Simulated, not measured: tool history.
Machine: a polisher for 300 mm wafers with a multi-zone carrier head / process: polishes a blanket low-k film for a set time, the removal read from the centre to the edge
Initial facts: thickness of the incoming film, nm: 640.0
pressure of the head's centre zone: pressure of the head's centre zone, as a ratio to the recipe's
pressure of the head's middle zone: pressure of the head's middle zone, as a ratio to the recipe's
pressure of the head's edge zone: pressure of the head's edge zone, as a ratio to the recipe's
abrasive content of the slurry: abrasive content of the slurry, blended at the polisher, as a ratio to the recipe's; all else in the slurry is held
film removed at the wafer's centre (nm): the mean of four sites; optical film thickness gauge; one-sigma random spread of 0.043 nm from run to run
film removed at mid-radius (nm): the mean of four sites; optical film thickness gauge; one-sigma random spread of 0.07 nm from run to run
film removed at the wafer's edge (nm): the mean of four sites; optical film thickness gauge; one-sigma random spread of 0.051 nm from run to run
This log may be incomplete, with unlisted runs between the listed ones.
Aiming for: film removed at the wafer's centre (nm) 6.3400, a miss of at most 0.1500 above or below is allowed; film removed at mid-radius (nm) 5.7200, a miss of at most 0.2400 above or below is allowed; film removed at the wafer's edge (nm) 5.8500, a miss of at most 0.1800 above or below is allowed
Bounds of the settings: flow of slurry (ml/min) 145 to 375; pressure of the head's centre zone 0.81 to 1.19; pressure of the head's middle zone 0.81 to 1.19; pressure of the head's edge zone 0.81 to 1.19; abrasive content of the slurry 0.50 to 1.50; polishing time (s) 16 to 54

run	hour	flow of slurry (ml/min)	pressure of the head's centre zone	pressure of the head's middle zone	pressure of the head's edge zone	abrasive content of the slurry	polishing time (s)	film removed at the wafer's centre (nm)	film removed at mid-radius (nm)	film removed at the wafer's edge (nm)
1	0.0	240	1.00	1.00	1.00	1.00	35	9.4253	9.3541	9.1921
2	4.4	240	1.00	0.99	0.99	0.95	34	9.1280	9.2628	8.5884
3	5.1	235	1.00	0.97	1.01	0.90	33	8.5530	8.2472	8.3340
4	6.8	235	0.92	0.97	1.01	0.90	33	7.8877	8.6022	8.3072
5	15.8	190	0.92	0.97	1.01	0.90	33	7.7843	8.3614	8.1250
# hour 22.8: edge zone pressure recalibrated
6	22.8	190	0.92	0.97	0.98	0.90	33	7.7324	8.2991	8.3008
7	31.2	240	1.02	0.92	1.04	0.65	26	5.9625	5.6076	6.0805
8	34.7	245	1.03	0.92	1.03	0.65	26	5.9455	5.6643	6.0935
9	43.4	245	1.04	0.92	1.02	0.65	26	6.0439	5.6130	5.9367

Exactly one of the 5 candidate moves below puts every result within its allowed miss. Which one?
A	52.1	220	1.11	0.85	1.00	0.65	26	?	?	?
B	52.1	290	1.05	1.09	0.86	0.60	26	?	?	?
C	52.1	245	1.05	0.89	0.89	0.55	29	?	?	?
D	52.1	190	1.08	0.92	1.02	0.60	28	?	?	?
E	52.1	200	1.02	0.96	0.98	0.60	27	?	?	?

move	film removed at the wafer's centre (nm)	film removed at mid-radius (nm)	film removed at the wafer's edge (nm)
A	6.2918	5.1543	5.9188
B	5.9816	6.3003	5.4187
C	6.3029	5.6144	5.8554
D	6.2847	5.6343	6.1370
E	5.8146	5.6639	5.8262
A: the worst result of the last run now meets its target, but another is out of spec
B: lands further from the targets than the last run did
C: every result within its allowed miss
D: the worst result of the last run now meets its target, but another is out of spec
E: lands further from the targets than the last run did
Go with C: it meets all targets.

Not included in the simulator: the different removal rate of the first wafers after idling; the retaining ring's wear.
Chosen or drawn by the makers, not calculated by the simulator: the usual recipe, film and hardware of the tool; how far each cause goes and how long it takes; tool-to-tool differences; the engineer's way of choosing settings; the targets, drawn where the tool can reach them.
